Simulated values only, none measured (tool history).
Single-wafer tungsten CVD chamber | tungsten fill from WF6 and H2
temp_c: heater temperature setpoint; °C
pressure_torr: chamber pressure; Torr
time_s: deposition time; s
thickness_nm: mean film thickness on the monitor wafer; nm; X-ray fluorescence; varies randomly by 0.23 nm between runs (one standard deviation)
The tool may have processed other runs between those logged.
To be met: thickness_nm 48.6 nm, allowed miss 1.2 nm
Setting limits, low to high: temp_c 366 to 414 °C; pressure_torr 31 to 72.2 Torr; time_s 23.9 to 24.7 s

run 1 hour=0 | temp_c=390 pressure_torr=51.6 time_s=23.9 | thickness_nm=67.114
run 2 hour=2.5 | temp_c=388 pressure_torr=51.5 time_s=23.9 | thickness_nm=63.498
run 3 hour=8.9 | temp_c=394 pressure_torr=51.5 time_s=23.9 | thickness_nm=71.917
run 4 hour=17.8 | temp_c=394 pressure_torr=43.2 time_s=23.9 | thickness_nm=64.075
run 5 hour=25.5 | temp_c=383 pressure_torr=43.2 time_s=23.9 | thickness_nm=52.29
-- hour=32.3 thermocouple changed; heater temperature recalibrated
run 6 hour=32.3 | temp_c=392 pressure_torr=43.2 time_s=23.9 | thickness_nm=66.578
run 7 hour=36.7 | temp_c=391 pressure_torr=43.1 time_s=23.9 | thickness_nm=64.602
run 8 hour=42.7 | temp_c=390 pressure_torr=43 time_s=23.9 | thickness_nm=63.431
run 9 hour=46.9 | temp_c=389 pressure_torr=42.9 time_s=23.9 | thickness_nm=62.639

Consider the 4 candidate settings below. Which is the only one whose results all fall within their allowed miss of target?
run A hour=51.1 | temp_c=387 pressure_torr=40.1 time_s=23.9 | thickness_nm=?
run B hour=51.1 | temp_c=375 pressure_torr=45.3 time_s=23.9 | thickness_nm=?
run C hour=51.1 | temp_c=406 pressure_torr=45.8 time_s=24.7 | thickness_nm=?
run D hour=51.1 | temp_c=411 pressure_torr=41.5 time_s=24.7 | thickness_nm=?

move=A thickness_nm=57.005
move=B thickness_nm=48.491
move=C thickness_nm=90.591
move=D thickness_nm=92.809
A: moves toward the targets from the last run without getting all of them in spec
B: every result within its allowed miss
C: further off than the last run
D: further off than the last run
Correct choice: B, which meets every target

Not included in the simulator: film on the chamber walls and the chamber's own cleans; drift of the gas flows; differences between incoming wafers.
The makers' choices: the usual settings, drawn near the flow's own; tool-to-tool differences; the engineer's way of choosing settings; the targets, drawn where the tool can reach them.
